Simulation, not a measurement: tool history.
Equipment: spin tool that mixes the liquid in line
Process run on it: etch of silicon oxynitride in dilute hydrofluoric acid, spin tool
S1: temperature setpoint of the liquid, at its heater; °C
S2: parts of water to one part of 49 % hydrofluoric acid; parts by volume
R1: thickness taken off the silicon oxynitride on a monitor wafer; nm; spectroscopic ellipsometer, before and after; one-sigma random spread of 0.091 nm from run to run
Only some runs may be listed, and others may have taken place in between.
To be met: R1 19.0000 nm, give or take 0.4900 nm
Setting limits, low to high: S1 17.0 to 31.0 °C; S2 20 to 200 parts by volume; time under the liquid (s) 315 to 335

Run 1, hour 0.0: S1 23.0 °C, S2 110 parts by volume, time under the liquid (s) 315. Result: R1 11.2840 nm.
Run 2, hour 6.2: S1 23.0 °C, S2 145 parts by volume, time under the liquid (s) 315. Result: R1 8.4546 nm.
Run 3, hour 11.9: S1 23.0 °C, S2 145 parts by volume, time under the liquid (s) 335. Result: R1 8.9465 nm.
Run 4, hour 16.7: S1 23.0 °C, S2 180 parts by volume, time under the liquid (s) 335. Result: R1 6.9575 nm.
Run 5, hour 22.2: S1 23.0 °C, S2 195 parts by volume, time under the liquid (s) 335. Result: R1 6.4285 nm.
Run 6, hour 31.1: S1 24.0 °C, S2 180 parts by volume, time under the liquid (s) 335. Result: R1 7.3434 nm.
Run 7, hour 34.6: S1 25.0 °C, S2 165 parts by volume, time under the liquid (s) 335. Result: R1 8.4134 nm.
Run 8, hour 43.0: S1 26.0 °C, S2 150 parts by volume, time under the liquid (s) 335. Result: R1 9.8663 nm.
Run 9, hour 45.8: S1 26.5 °C, S2 140 parts by volume, time under the liquid (s) 335. Result: R1 10.8940 nm.
Run 10, hour 50.4: S1 30.5 °C, S2 95 parts by volume, time under the liquid (s) 335. Result: R1 20.0880 nm.
Run 11, hour 54.0: S1 30.0 °C, S2 95 parts by volume, time under the liquid (s) 335. Result: R1 19.6580 nm.

5 candidate next runs follow, results not yet known. Just one meets every target within its allowed miss. Identify it.
Run A, hour 57.6: S1 29.5 °C, S2 90 parts by volume, time under the liquid (s) 315. Result: R1 ?.
Run B, hour 57.6: S1 26.0 °C, S2 75 parts by volume, time under the liquid (s) 335. Result: R1 ?.
Run C, hour 57.6: S1 28.5 °C, S2 85 parts by volume, time under the liquid (s) 335. Result: R1 ?.
Run D, hour 57.6: S1 30.0 °C, S2 85 parts by volume, time under the liquid (s) 315. Result: R1 ?.
Run E, hour 57.6: S1 26.5 °C, S2 75 parts by volume, time under the liquid (s) 315. Result: R1 ?.

move       R1
   A  19.0430
   B  20.9690
   C  20.5900
   D  20.7320
   E  20.1870
A: each result inside its tolerance
B: the biggest miss grows against the last run
C: the biggest miss grows against the last run
D: the biggest miss grows against the last run
E: the biggest miss grows against the last run
Answer: A
